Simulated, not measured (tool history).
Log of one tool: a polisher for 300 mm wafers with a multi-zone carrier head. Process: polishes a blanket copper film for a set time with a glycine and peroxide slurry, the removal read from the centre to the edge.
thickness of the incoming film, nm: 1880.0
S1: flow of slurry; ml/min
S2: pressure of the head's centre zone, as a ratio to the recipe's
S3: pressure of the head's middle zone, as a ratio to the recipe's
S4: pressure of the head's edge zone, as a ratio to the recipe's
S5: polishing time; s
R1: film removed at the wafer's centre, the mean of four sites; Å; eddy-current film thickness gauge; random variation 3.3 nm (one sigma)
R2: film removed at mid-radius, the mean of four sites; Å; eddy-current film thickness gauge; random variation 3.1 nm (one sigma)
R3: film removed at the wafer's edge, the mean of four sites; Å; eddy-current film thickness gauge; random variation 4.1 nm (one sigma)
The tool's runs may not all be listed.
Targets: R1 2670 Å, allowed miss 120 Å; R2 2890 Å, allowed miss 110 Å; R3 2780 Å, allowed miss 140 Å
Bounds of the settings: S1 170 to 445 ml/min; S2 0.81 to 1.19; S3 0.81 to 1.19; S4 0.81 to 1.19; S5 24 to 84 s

run 1 hour=0 | S1=285 S2=1 S3=1 S4=1 S5=54 | R1=2344 R2=2250.4 R3=2288.5
run 2 hour=8.6 | S1=285 S2=1 S3=1.02 S4=1.02 S5=55 | R1=2356 R2=2333.2 R3=2351.5
run 3 hour=10.7 | S1=285 S2=1 S3=1.02 S4=0.94 S5=55 | R1=2351.3 R2=2336.2 R3=2248
run 4 hour=13.4 | S1=285 S2=1 S3=1.04 S4=0.96 S5=56 | R1=2441.1 R2=2388.9 R3=2326.4
run 5 hour=18.9 | S1=285 S2=0.99 S3=1.06 S4=0.97 S5=57 | R1=2458.6 R2=2500.9 R3=2371.5
run 6 hour=27.1 | S1=285 S2=0.93 S3=1.06 S4=0.97 S5=57 | R1=2228.3 R2=2475.8 R3=2374.7
run 7 hour=32.3 | S1=285 S2=0.94 S3=1.07 S4=0.99 S5=58 | R1=2383.4 R2=2579 R3=2385.6
run 8 hour=33.8 | S1=285 S2=0.94 S3=1.07 S4=0.99 S5=58 | R1=2355 R2=2520.1 R3=2439.6
run 9 hour=41.5 | S1=285 S2=0.94 S3=1.08 S4=1 S5=59 | R1=2408.8 R2=2578.7 R3=2454.4
run 10 hour=43.1 | S1=285 S2=0.94 S3=1.08 S4=1 S5=59 | R1=2360.1 R2=2531.8 R3=2457.1
run 11 hour=48.5 | S1=290 S2=0.94 S3=1.08 S4=1 S5=60 | R1=2377.4 R2=2674.7 R3=2484.2
run 12 hour=53.1 | S1=285 S2=0.95 S3=1.08 S4=1.01 S5=61 | R1=2491.2 R2=2684.8 R3=2569.4
run 13 hour=57.1 | S1=285 S2=0.95 S3=1.08 S4=1.02 S5=62 | R1=2519.2 R2=2721.1 R3=2611.2
run 14 hour=62.4 | S1=285 S2=0.95 S3=1.08 S4=1.03 S5=62 | R1=2563.9 R2=2712.8 R3=2590.7

5 next moves are on the table. One of them brings every result within its allowed miss. Which?
run A hour=67.7 | S1=245 S2=1.06 S3=1.19 S4=0.92 S5=59 | R1=? R2=? R3=?
run B hour=67.7 | S1=225 S2=0.97 S3=1.07 S4=1.04 S5=58 | R1=? R2=? R3=?
run C hour=67.7 | S1=235 S2=0.93 S3=1.08 S4=0.98 S5=68 | R1=? R2=? R3=?
run D hour=67.7 | S1=285 S2=1.06 S3=0.96 S4=1.09 S5=58 | R1=? R2=? R3=?
run E hour=67.7 | S1=295 S2=1.02 S3=0.91 S4=1.1 S5=62 | R1=? R2=? R3=?

move=A R1=2644.3 R2=2686.7 R3=2279.7
move=B R1=2345.2 R2=2418.6 R3=2351.7
move=C R1=2653.2 R2=2872.6 R3=2694.6
move=D R1=2648.2 R2=2307.7 R3=2461.9
move=E R1=2733.5 R2=2387.7 R3=2652.2
A: further off than the last run
B: further off than the last run
C: meets every target
D: further off than the last run
E: further off than the last run
Answer: C

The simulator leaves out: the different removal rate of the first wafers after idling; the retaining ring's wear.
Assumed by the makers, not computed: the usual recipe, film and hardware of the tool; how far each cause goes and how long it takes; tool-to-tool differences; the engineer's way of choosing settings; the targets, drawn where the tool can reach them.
